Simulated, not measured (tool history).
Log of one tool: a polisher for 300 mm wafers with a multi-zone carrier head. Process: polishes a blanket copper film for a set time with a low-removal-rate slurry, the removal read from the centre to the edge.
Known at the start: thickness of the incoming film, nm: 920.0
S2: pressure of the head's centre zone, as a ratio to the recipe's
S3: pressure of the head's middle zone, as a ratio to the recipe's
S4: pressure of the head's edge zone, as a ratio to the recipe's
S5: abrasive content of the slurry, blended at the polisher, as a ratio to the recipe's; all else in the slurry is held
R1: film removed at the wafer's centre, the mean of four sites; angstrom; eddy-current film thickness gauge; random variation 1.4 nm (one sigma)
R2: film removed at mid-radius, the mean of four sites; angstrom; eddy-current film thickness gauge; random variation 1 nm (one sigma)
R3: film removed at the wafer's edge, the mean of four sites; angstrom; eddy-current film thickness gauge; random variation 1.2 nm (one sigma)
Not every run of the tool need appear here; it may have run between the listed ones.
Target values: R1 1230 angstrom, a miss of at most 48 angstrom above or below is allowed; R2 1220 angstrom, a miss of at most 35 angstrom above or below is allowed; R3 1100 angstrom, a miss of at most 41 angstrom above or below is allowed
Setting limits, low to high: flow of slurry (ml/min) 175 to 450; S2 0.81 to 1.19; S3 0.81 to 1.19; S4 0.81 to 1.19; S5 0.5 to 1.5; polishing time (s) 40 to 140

run 1 hour=0 | flow_of_slurry_(ml/min)=290 S2=1 S3=1 S4=1 S5=1 polishing_time_(s)=90 | R1=1745.1 R2=1775 R3=1738.7
run 2 hour=5.8 | flow_of_slurry_(ml/min)=290 S2=1 S3=1 S4=1 S5=1 polishing_time_(s)=111 | R1=2184.7 R2=2177.5 R3=2212.5
run 3 hour=14 | flow_of_slurry_(ml/min)=290 S2=1 S3=1 S4=1 S5=1 polishing_time_(s)=99 | R1=1911 R2=1956.2 R3=1937.9
run 4 hour=21.9 | flow_of_slurry_(ml/min)=290 S2=1.05 S3=1 S4=1 S5=1 polishing_time_(s)=99 | R1=2043.2 R2=1955.7 R3=1935.2
run 5 hour=24.2 | flow_of_slurry_(ml/min)=290 S2=1.05 S3=1 S4=1 S5=0.9 polishing_time_(s)=99 | R1=1945.4 R2=1934 R3=1910.5
run 6 hour=33 | flow_of_slurry_(ml/min)=355 S2=1.05 S3=1 S4=1 S5=0.9 polishing_time_(s)=99 | R1=2058.1 R2=1928.5 R3=1937.6
run 7 hour=42 | flow_of_slurry_(ml/min)=355 S2=1.05 S3=1 S4=1 S5=0.9 polishing_time_(s)=99 | R1=2041.7 R2=1941.2 R3=1938.1
run 8 hour=44.5 | flow_of_slurry_(ml/min)=350 S2=1.02 S3=1.02 S4=0.9 S5=0.65 polishing_time_(s)=74 | R1=1407.7 R2=1427.1 R3=1319
run 9 hour=47 | flow_of_slurry_(ml/min)=325 S2=1.03 S3=0.99 S4=0.81 S5=0.5 polishing_time_(s)=63 | R1=1203.8 R2=1176.7 R3=1045.7

Below are 4 possible settings for the next run. Only one of them brings all results inside the allowed miss of their targets. Which is it?
run A hour=49.5 | flow_of_slurry_(ml/min)=195 S2=1.12 S3=1.11 S4=0.81 S5=0.95 polishing_time_(s)=61 | R1=? R2=? R3=?
run B hour=49.5 | flow_of_slurry_(ml/min)=175 S2=1.04 S3=1.01 S4=0.81 S5=0.7 polishing_time_(s)=69 | R1=? R2=? R3=?
run C hour=49.5 | flow_of_slurry_(ml/min)=320 S2=0.94 S3=0.92 S4=0.9 S5=0.55 polishing_time_(s)=69 | R1=? R2=? R3=?
run D hour=49.5 | flow_of_slurry_(ml/min)=300 S2=1.06 S3=0.96 S4=0.81 S5=0.5 polishing_time_(s)=64 | R1=? R2=? R3=?

move=A R1=1224.1 R2=1190.7 R3=1038.7
move=B R1=1233.1 R2=1199 R3=1117.7
move=C R1=1230.5 R2=1207.4 R3=1222.9
move=D R1=1228.9 R2=1131.4 R3=1066.8
A: the biggest miss grows against the last run
B: in spec on every target
C: pushes the last run's worst result past its target
D: the furthest-off result lands on target, but another misses its tolerance
The move that meets every target is B.
